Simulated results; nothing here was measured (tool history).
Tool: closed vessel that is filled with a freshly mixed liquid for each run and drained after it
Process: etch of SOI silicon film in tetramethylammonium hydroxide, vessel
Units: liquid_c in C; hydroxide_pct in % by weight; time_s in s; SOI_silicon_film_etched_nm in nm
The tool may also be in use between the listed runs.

run  hour  liquid_c  hydroxide_pct  time_s  SOI_silicon_film_etched_nm
  1     0        74            8.5      90                      833.59
  2   6.9      71.5            8.5      90                      717.87
  3   9.9      69.5            8.5      90                      639.24
  4  18.1      69.5            8.5      95                      671.69
  5  22.6      72.5            8.5      95                      802.18
  6  29.6      72.5            8.5      90                      759.23
  7  38.2      70.5            8.5      90                      678.36
  8  41.8        69            8.5      90                       620.7
  9  46.9      67.5            8.5      90                      564.71

Run 10 comes next. What will it give?
 10  52.5      66.5            8.5      90                           ?

{"run 10": {"SOI_silicon_film_etched_nm": 530.38}}
